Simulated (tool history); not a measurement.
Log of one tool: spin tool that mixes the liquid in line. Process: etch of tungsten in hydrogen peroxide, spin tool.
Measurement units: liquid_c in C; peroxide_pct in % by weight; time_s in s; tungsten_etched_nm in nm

run	hour	liquid_c	peroxide_pct	time_s	tungsten_etched_nm
1	0	55	19.5	15	20.176
2	9	58	19.5	15	23.969
3	17.2	58	21	15	25.011
4	23.7	58	21	15	24.802
5	27.8	58	24	15	26.757
6	34.6	54.5	24	15	21.647
7	36.2	52	24	15	18.662

Run 8, settings as shown, results not yet in. Your forecast:
8	41.3	50.5	24	15	?

{"run 8": {"tungsten_etched_nm": 16.953}}

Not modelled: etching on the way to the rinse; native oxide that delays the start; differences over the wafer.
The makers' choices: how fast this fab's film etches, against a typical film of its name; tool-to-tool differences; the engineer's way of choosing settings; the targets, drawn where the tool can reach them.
